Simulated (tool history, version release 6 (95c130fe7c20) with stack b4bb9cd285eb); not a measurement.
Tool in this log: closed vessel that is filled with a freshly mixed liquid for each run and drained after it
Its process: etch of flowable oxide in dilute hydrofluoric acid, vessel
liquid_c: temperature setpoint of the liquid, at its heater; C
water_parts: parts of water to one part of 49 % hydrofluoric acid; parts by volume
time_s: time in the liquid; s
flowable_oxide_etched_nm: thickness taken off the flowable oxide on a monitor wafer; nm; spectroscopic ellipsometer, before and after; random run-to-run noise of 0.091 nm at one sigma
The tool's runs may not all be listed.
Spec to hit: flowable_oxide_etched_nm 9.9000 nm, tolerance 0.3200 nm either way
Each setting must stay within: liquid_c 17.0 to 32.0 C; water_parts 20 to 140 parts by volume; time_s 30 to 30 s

run,hour,liquid_c,water_parts,time_s,flowable_oxide_etched_nm
1,0.0,24.0,75,30,16.3190
2,4.4,24.0,100,30,11.9880
3,5.5,27.0,100,30,13.5590
4,9.4,23.5,100,30,11.8790
5,15.8,23.5,100,30,11.9660
6,18.0,22.5,100,30,11.3630
7,23.7,21.5,100,30,10.9250
8,26.4,21.0,100,30,10.7740

Which one of the following 5 next-run settings gets every result inside its allowed miss? There is exactly one.
A,29.1,20.5,110,30,?
B,29.1,19.5,95,30,?
C,29.1,20.0,110,30,?
D,29.1,18.0,90,30,?
E,29.1,20.5,105,30,?

move,flowable_oxide_etched_nm
A,9.3943
B,10.6160
C,9.2050
D,10.5840
E,9.8968
A: takes the biggest miss from the last run beyond its target
B: better than the last run, though not everything is in spec
C: takes the biggest miss from the last run beyond its target
D: better than the last run, though not everything is in spec
E: every result within its allowed miss
Move E is the one to make.
